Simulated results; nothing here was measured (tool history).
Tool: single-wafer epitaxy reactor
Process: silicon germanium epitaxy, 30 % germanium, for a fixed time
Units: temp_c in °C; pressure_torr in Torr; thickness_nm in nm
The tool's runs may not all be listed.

{"run": 1, "hour": 0.0, "temp_c": 610, "pressure_torr": 22.6, "thickness_nm": 73.869}
{"run": 2, "hour": 8.8, "temp_c": 610, "pressure_torr": 24.5, "thickness_nm": 76.397}
{"run": 3, "hour": 10.3, "temp_c": 606, "pressure_torr": 24.5, "thickness_nm": 70.147}
{"run": 4, "hour": 13.2, "temp_c": 606, "pressure_torr": 21.7, "thickness_nm": 66.905}
{"run": 5, "hour": 15.5, "temp_c": 604, "pressure_torr": 21.6, "thickness_nm": 64.021}
{"run": 6, "hour": 19.3, "temp_c": 602, "pressure_torr": 21.5, "thickness_nm": 61.268}
{"run": 7, "hour": 24.1, "temp_c": 602, "pressure_torr": 21.5, "thickness_nm": 61.213}
{"run": 8, "hour": 30.3, "temp_c": 601, "pressure_torr": 21.5, "thickness_nm": 60.047}

The next listed run, before its measurement:
{"run": 9, "hour": 31.8, "temp_c": 600, "pressure_torr": 21.5, "thickness_nm": "?"}

thickness_nm: 58.480 nm

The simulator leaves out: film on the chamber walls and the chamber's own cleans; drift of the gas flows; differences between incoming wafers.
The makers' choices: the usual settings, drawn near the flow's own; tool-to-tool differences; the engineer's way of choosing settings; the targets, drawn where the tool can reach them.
